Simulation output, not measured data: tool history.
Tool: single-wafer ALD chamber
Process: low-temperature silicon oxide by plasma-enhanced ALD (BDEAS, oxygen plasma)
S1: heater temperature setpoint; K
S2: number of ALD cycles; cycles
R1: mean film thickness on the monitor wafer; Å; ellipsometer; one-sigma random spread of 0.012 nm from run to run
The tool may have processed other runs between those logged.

run 1 hour=0.0 | S1=378.15 S2=21 | R1=31.268
run 2 hour=2.8 | S1=369.15 S2=21 | R1=32.108
run 3 hour=4.1 | S1=369.15 S2=23 | R1=34.844
run 4 hour=12.9 | S1=372.15 S2=21 | R1=31.803
run 5 hour=16.3 | S1=375.15 S2=20 | R1=29.676
run 6 hour=20.9 | S1=379.15 S2=20 | R1=29.442

What will run 7 give?
run 7 hour=26.1 | S1=381.15 S2=20 | R1=?

R1: 29.541 Å
